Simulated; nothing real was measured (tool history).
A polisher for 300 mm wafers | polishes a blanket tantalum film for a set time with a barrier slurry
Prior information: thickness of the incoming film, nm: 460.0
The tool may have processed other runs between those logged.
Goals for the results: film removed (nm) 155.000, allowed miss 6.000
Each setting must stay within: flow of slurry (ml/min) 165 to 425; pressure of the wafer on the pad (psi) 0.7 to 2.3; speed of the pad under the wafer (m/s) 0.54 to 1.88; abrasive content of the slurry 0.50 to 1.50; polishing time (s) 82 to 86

run,hour,flow of slurry (ml/min),pressure of the wafer on the pad (psi),speed of the pad under the wafer (m/s),abrasive content of the slurry,polishing time (s),film removed (nm)
1,0.0,275,1.5,1.20,1.00,82,96.112
2,5.1,275,1.7,1.22,1.00,82,110.410
3,11.6,275,1.7,1.22,1.00,86,115.370
4,16.5,275,1.8,1.22,1.00,86,122.940
5,23.6,310,1.8,1.22,1.00,86,124.120
# hour 32.4: slurry nozzle cleaned
6,32.4,310,1.9,1.22,1.00,86,140.660
7,38.8,310,2.0,1.22,1.00,86,148.710
8,45.6,315,2.0,1.22,1.00,86,146.640
9,53.3,320,2.0,1.22,1.00,86,147.110
10,54.4,325,2.0,1.22,1.00,86,147.550

Exercise: of the 4 proposed moves below, exactly one satisfies all targets within the stated allowed misses. Which move is it?
A,55.5,350,1.9,1.38,1.20,86,?
B,55.5,365,2.0,1.18,1.10,82,?
C,55.5,310,1.9,1.44,0.95,82,?
D,55.5,305,2.1,1.42,0.85,83,?

move,film removed (nm)
A,166.580
B,141.480
C,156.350
D,167.990
A: carries the result that was furthest off beyond its target, to the other side
B: moves away from the targets compared with the last run
C: meets every target
D: carries the result that was furthest off beyond its target, to the other side
The right move is C.

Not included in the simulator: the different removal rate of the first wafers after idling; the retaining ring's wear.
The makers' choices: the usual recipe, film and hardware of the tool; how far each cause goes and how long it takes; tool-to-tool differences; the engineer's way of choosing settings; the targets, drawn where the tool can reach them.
